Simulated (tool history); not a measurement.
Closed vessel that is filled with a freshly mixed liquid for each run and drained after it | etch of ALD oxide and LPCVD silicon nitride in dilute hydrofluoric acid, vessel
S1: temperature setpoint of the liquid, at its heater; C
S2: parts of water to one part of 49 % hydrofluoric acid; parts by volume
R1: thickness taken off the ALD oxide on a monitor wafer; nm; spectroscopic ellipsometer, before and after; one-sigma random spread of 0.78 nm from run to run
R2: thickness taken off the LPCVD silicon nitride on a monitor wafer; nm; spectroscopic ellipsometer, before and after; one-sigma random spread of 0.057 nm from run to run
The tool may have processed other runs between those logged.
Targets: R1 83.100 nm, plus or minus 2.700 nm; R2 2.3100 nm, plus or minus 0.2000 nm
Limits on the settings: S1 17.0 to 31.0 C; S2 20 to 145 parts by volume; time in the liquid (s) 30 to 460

Run 1, hour 0.0: S1 23.0 C, S2 80 parts by volume, time in the liquid (s) 235. Result: R1 36.030 nm, R2 1.2653 nm.
Run 2, hour 7.8: S1 22.5 C, S2 65 parts by volume, time in the liquid (s) 240. Result: R1 45.936 nm, R2 1.5179 nm.
Run 3, hour 13.8: S1 22.5 C, S2 55 parts by volume, time in the liquid (s) 235. Result: R1 53.328 nm, R2 1.6825 nm.
Run 4, hour 19.4: S1 22.5 C, S2 50 parts by volume, time in the liquid (s) 230. Result: R1 58.492 nm, R2 1.8309 nm.
Run 5, hour 23.8: S1 19.5 C, S2 50 parts by volume, time in the liquid (s) 230. Result: R1 51.410 nm, R2 1.5671 nm.
Run 6, hour 32.9: S1 21.0 C, S2 45 parts by volume, time in the liquid (s) 225. Result: R1 59.990 nm, R2 1.8489 nm.
Run 7, hour 38.0: S1 23.5 C, S2 20 parts by volume, time in the liquid (s) 200. Result: R1 136.910 nm, R2 4.2760 nm.
Run 8, hour 41.5: S1 22.0 C, S2 20 parts by volume, time in the liquid (s) 200. Result: R1 128.400 nm, R2 3.8861 nm.
Run 9, hour 46.0: S1 18.0 C, S2 40 parts by volume, time in the liquid (s) 200. Result: R1 53.530 nm, R2 1.4304 nm.
Run 10, hour 51.7: S1 19.0 C, S2 40 parts by volume, time in the liquid (s) 190. Result: R1 52.439 nm, R2 1.4477 nm.
Run 11, hour 54.6: S1 20.0 C, S2 40 parts by volume, time in the liquid (s) 185. Result: R1 54.344 nm, R2 1.5338 nm.
Run 12, hour 61.7: S1 21.0 C, S2 40 parts by volume, time in the liquid (s) 180. Result: R1 54.608 nm, R2 1.6141 nm.
Run 13, hour 66.5: S1 21.5 C, S2 35 parts by volume, time in the liquid (s) 175. Result: R1 62.398 nm, R2 1.8833 nm.
Run 14, hour 68.1: S1 21.5 C, S2 30 parts by volume, time in the liquid (s) 170. Result: R1 70.516 nm, R2 2.0884 nm.
Run 15, hour 73.3: S1 21.0 C, S2 20 parts by volume, time in the liquid (s) 175. Result: R1 107.980 nm, R2 3.0177 nm.
Run 16, hour 77.0: S1 20.0 C, S2 30 parts by volume, time in the liquid (s) 175. Result: R1 67.903 nm, R2 1.9197 nm.
Run 17, hour 78.4: S1 20.5 C, S2 30 parts by volume, time in the liquid (s) 175. Result: R1 69.808 nm, R2 2.0499 nm.

Which one of the following 5 next-run settings gets every result inside its allowed miss? There is exactly one.
Run A, hour 79.8: S1 19.5 C, S2 25 parts by volume, time in the liquid (s) 180. Result: R1 ?, R2 ?.
Run B, hour 79.8: S1 22.0 C, S2 35 parts by volume, time in the liquid (s) 210. Result: R1 ?, R2 ?.
Run C, hour 79.8: S1 22.0 C, S2 30 parts by volume, time in the liquid (s) 180. Result: R1 ?, R2 ?.
Run D, hour 79.8: S1 21.5 C, S2 45 parts by volume, time in the liquid (s) 275. Result: R1 ?, R2 ?.
Run E, hour 79.8: S1 17.5 C, S2 20 parts by volume, time in the liquid (s) 170. Result: R1 ?, R2 ?.

move      R1      R2
   A  82.365  2.2289
   B  75.466  2.2392
   C  75.948  2.2277
   D  74.312  2.2195
   E  89.588  2.2579
A: every result within its allowed miss
B: nearer than the last run, and not there yet
C: nearer than the last run, and not there yet
D: nearer than the last run, and not there yet
E: pushes the last run's worst result past its target
Answer: A
